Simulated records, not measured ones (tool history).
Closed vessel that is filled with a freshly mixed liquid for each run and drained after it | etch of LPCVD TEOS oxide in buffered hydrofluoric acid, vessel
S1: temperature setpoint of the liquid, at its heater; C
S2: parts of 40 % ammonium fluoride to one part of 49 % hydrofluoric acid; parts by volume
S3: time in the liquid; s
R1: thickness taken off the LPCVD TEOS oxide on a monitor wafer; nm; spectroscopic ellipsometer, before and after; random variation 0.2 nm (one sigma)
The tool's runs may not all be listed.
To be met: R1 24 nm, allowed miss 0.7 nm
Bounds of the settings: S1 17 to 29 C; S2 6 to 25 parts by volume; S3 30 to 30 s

run	day	S1	S2	S3	R1
1	0	21	15.5	30	27.543
2	0.262	23.5	15.5	30	31.648
3	0.292	22.5	15.5	30	29.384
4	0.45	22.5	11.5	30	39.714
5	0.675	22.5	11.5	30	40.58
6	0.962	22.5	11.5	30	40.044
7	0.988	21	12	30	34.991
8	1.129	20	12.5	30	31.76
9	1.279	19.5	13	30	30.268
10	1.471	19	13.5	30	27.868
11	1.742	18.5	13.5	30	27.053

Which of these 4 next moves meets every target?
A	2.012	19.5	15	30	?
B	2.012	19	12.5	30	?
C	2.012	17	14	30	?
D	2.012	21	14.5	30	?

move	R1
A	25.62
B	29.79
C	23.793
D	28.808
A: nearer than the last run, and not there yet
B: further off than the last run
C: meets every target
D: further off than the last run
Answer: C

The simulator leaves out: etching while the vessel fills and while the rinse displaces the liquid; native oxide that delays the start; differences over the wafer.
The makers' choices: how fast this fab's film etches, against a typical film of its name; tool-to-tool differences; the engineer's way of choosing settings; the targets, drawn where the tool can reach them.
